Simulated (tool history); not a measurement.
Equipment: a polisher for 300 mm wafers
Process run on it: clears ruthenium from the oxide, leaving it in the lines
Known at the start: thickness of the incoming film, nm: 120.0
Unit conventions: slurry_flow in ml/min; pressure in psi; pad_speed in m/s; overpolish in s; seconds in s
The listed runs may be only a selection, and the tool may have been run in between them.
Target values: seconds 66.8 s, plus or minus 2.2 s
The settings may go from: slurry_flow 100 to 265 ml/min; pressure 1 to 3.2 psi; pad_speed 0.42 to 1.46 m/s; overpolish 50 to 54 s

run,hour,slurry_flow,pressure,pad_speed,overpolish,seconds
1,0,170,2.1,0.94,50,93.59
2,2.5,170,2.1,0.94,54,96.079
3,4.4,170,2.1,1.04,54,87.384
4,13.1,200,2.1,1.04,54,85.845
5,14.4,200,2.2,1.04,54,81.371
6,16.9,200,2.2,1.04,54,81.988
7,24.8,200,2.3,1.04,54,78.703
8,30.4,200,2.4,1.04,54,76.959
9,36.5,200,2.5,1.04,54,72.397
10,40,200,2.6,1.04,54,70.568

Consider the 4 candidate settings below. Which is the only one whose results all fall within their allowed miss of target?
A,43.5,165,2.7,1.2,52,?
B,43.5,205,3,1.06,50,?
C,43.5,175,2.6,1.12,54,?
D,43.5,220,2.9,1.06,54,?

move,seconds
A,61.416
B,60.486
C,67.041
D,61.9
A: moves the result that the last run missed by most past its target, out the other side
B: moves the result that the last run missed by most past its target, out the other side
C: hits every target within its allowed miss
D: moves the result that the last run missed by most past its target, out the other side
Answer: C
